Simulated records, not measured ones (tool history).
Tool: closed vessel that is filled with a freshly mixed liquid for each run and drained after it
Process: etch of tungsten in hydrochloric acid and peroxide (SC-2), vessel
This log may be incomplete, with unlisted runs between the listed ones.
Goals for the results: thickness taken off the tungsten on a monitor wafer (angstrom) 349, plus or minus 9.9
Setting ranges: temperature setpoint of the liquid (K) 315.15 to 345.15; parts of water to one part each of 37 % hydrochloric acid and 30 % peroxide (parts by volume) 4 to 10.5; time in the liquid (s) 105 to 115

run	hour	temperature setpoint of the liquid (K)	parts of water to one part each of 37 % hydrochloric acid and 30 % peroxide (parts by volume)	time in the liquid (s)	thickness taken off the tungsten on a monitor wafer (angstrom)
1	0	331.15	5.5	105	1018.4
2	1.5	334.15	5.5	105	1242.1
3	4	328.65	5.5	105	871.71
4	9	325.65	5.5	105	718.59
5	15.4	325.65	5.5	115	783.67
6	18.4	331.65	5.5	115	1151.6
7	25.9	327.65	6	115	841.08
8	28.2	327.65	6	115	846.76
9	33.4	324.65	6	115	685.86
10	37.5	322.65	6	115	609.62
11	45.6	321.15	6	115	541
12	54.4	319.65	6	115	501.28

Next run, 5 choices. One meets every target within its allowed miss, the rest don't. Which?
A	63.2	320.65	9	105	?
B	63.2	316.15	5.5	105	?
C	63.2	316.65	7.5	110	?
D	63.2	318.65	7	105	?
E	63.2	325.15	6	115	?

move	thickness taken off the tungsten on a monitor wafer (angstrom)
A	349.75
B	376.58
C	322.48
D	373.01
E	711.35
A: in spec on every target
B: nearer than the last run, and not there yet
C: carries the result that was furthest off beyond its target, to the other side
D: nearer than the last run, and not there yet
E: moves away from the targets compared with the last run
A meets every target.

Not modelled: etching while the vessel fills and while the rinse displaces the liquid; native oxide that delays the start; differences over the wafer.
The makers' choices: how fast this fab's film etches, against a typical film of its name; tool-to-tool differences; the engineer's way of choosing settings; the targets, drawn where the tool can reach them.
